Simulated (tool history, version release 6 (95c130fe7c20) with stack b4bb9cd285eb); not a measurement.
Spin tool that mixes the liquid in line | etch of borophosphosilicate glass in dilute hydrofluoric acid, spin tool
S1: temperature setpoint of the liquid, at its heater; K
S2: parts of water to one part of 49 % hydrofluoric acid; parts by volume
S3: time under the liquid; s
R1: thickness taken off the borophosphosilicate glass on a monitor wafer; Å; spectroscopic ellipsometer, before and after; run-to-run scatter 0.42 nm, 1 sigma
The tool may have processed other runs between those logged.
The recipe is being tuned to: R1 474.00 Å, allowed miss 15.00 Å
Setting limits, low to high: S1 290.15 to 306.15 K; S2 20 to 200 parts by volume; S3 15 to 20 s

run	hour	S1	S2	S3	R1
1	0.0	298.15	110	20	181.85
2	2.2	299.65	95	20	229.10
3	9.5	301.15	85	20	277.43
4	13.5	302.15	80	20	300.30
5	14.0	302.15	80	20	305.31
6	16.8	303.15	75	20	339.24
7	17.7	303.65	70	20	374.43
8	24.4	304.15	70	20	374.58
9	27.5	304.65	65	20	422.28
10	33.1	305.15	65	20	430.46
11	41.1	305.65	65	20	432.62
# hour 44.9: hydrofluoric acid flow meter replaced
12	44.9	306.15	60	20	435.61

Which single option among these 4 for the next run brings every result within its allowed miss of target? Just one does.
A	48.7	298.65	45	20	?
B	48.7	306.15	65	20	?
C	48.7	306.15	55	20	?
D	48.7	304.15	55	20	?

move	R1
A	445.84
B	402.19
C	483.11
D	447.37
A: better than the last run, though not everything is in spec
B: moves away from the targets compared with the last run
C: each result inside its tolerance
D: better than the last run, though not everything is in spec
Move C is the one to make.
